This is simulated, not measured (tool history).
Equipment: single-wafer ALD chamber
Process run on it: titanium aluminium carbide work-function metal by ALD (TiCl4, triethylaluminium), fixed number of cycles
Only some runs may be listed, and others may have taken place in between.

run    day  heater temperature setpoint (K)  triethylaluminium pulse time (s)  mean film thickness on the monitor wafer (angstrom)
  1      0                           593.15                             14.56                                               20.382
  2  0.279                           587.15                                14                                               19.816
  3  0.538                           594.15                                14                                                20.34
  4  0.708                           594.15                             10.55                                               19.699
  5  0.754                           603.15                             10.55                                               20.246
  6  0.838                           603.15                             13.61                                               21.069
  7  1.004                           603.15                             13.61                                               21.055
  8  1.142                           597.15                              12.6                                               20.331

The next listed run, before its measurement:
  9  1.242                           593.15                             11.75                                                    ?

mean film thickness on the monitor wafer (angstrom): 19.927
